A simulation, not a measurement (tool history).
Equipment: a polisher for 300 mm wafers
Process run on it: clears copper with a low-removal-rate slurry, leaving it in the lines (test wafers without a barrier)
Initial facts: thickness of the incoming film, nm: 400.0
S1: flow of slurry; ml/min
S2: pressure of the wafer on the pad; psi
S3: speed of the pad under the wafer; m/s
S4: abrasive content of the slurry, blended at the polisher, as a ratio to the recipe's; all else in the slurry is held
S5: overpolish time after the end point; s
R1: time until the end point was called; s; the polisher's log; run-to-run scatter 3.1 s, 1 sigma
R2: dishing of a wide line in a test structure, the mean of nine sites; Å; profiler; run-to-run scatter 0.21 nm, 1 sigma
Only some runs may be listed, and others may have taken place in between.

run 1 hour=0.0 | S1=295 S2=2.8 S3=1.22 S4=1.00 S5=8 | R1=155.12 R2=149.000
run 2 hour=2.0 | S1=295 S2=2.7 S3=1.22 S4=1.00 S5=8 | R1=160.84 R2=140.660
run 3 hour=6.9 | S1=295 S2=2.7 S3=1.06 S4=1.00 S5=8 | R1=187.00 R2=125.840
run 4 hour=10.9 | S1=295 S2=2.7 S3=1.06 S4=1.00 S5=6 | R1=183.68 R2=99.705
run 5 hour=17.8 | S1=295 S2=2.7 S3=1.06 S4=1.00 S5=3 | R1=185.31 R2=49.573
run 6 hour=22.5 | S1=295 S2=2.6 S3=1.04 S4=1.00 S5=4 | R1=194.13 R2=62.488
run 7 hour=28.6 | S1=295 S2=2.6 S3=1.04 S4=1.00 S5=4 | R1=193.63 R2=62.935
run 8 hour=37.4 | S1=295 S2=2.5 S3=1.04 S4=1.00 S5=4 | R1=196.27 R2=58.906
run 9 hour=39.3 | S1=295 S2=2.5 S3=1.02 S4=1.00 S5=4 | R1=209.49 R2=59.075
run 10 hour=40.5 | S1=300 S2=2.4 S3=1.00 S4=1.05 S5=6 | R1=213.07 R2=82.305

What will run 11 give?
run 11 hour=43.6 | S1=305 S2=2.3 S3=0.98 S4=1.10 S5=7 | R1=? R2=?

{"run 11": {"R1": 219.14, "R2": 98.723}}

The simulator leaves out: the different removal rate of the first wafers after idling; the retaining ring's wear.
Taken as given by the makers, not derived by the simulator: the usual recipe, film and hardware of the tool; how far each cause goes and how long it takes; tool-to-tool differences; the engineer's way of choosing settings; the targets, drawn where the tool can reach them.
